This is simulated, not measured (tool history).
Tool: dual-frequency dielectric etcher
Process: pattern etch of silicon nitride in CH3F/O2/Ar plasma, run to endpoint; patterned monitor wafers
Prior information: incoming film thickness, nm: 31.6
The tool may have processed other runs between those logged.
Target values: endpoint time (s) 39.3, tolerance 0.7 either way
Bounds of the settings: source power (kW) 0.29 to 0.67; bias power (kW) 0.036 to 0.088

run    day  source power (kW)  bias power (kW)  endpoint time (s)
  1      0               0.48            0.062             44.659
  2  0.162               0.53            0.062             43.408
  3  0.438               0.56            0.063             42.123
  4  0.558               0.58            0.064             41.359
  5   0.75                0.5            0.064             43.585
  6  0.862               0.42            0.064             46.166
  7  0.917               0.47            0.065             44.311
  8  1.017               0.51            0.066             42.976
  9  1.162               0.54            0.067             42.032
 10  1.238               0.56            0.068             41.271
 11  1.338               0.58            0.069             40.342
 12  1.683               0.59            0.069             40.196

Of the 4 settings listed for the next run, only one would bring every result within its allowed miss of target. Which one?
  A  2.029               0.58            0.076                  ?
  B  2.029               0.61            0.064                  ?
  C  2.029               0.52            0.076                  ?
  D  2.029                0.6            0.063                  ?

move  endpoint time (s)
   A             39.301
   B             40.658
   C             40.904
   D             41.101
A: all results in spec
B: lands further from the targets than the last run did
C: lands further from the targets than the last run did
D: lands further from the targets than the last run did
Move A is the one to make.

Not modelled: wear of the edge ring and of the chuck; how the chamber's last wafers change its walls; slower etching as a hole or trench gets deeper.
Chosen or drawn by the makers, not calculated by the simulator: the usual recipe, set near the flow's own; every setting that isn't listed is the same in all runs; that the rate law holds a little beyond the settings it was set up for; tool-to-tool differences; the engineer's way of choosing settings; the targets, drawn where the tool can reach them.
